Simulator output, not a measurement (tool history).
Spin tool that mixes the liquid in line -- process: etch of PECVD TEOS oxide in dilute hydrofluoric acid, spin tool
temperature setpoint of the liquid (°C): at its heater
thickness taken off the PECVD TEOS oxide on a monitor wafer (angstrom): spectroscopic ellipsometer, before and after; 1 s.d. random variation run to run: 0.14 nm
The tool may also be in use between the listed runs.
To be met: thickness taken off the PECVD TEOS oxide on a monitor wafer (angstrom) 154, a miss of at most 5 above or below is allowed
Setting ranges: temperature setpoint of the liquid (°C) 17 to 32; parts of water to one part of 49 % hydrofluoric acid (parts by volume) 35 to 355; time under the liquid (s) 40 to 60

run    day  temperature setpoint of the liquid (°C)  parts of water to one part of 49 % hydrofluoric acid (parts by volume)  time under the liquid (s)  thickness taken off the PECVD TEOS oxide on a monitor wafer (angstrom)
  1      0                                       24                                                                     195                         60                                                                  54.227
  2  0.346                                       25                                                                     180                         60                                                                  61.478
  3  0.446                                       25                                                                     225                         60                                                                  47.219
  4  0.725                                       26                                                                     205                         60                                                                    54.8
  5   1.05                                     26.5                                                                     185                         60                                                                  63.836
  6  1.133                                       27                                                                     170                         60                                                                  70.695
  7  1.404                                     27.5                                                                     155                         60                                                                  81.547
  8  1.783                                       28                                                                     145                         60                                                                  90.956
  9  2.088                                     28.5                                                                     140                         60                                                                  96.033
     2.458  -- hydrofluoric acid flow meter replaced
 10  2.458                                       29                                                                     135                         60                                                                  112.96
 11  2.521                                       32                                                                     120                         60                                                                  144.84
 12  2.721                                       32                                                                     110                         60                                                                  163.12

Exactly one of the 4 candidate moves below puts every result within its allowed miss. Which one?
  A  2.921                                       32                                                                     100                         60                                                                       ?
  B  2.921                                       32                                                                     105                         60                                                                       ?
  C  2.921                                       32                                                                     115                         60                                                                       ?
  D  2.921                                       27                                                                      90                         60                                                                       ?

move  thickness taken off the PECVD TEOS oxide on a monitor wafer (angstrom)
   A                                                                  181.95
   B                                                                  172.02
   C                                                                  154.79
   D                                                                   169.7
A: lands further from the targets than the last run did
B: lands further from the targets than the last run did
C: every result lands within tolerance
D: lands further from the targets than the last run did
So the answer is move C, the one that meets all the targets.
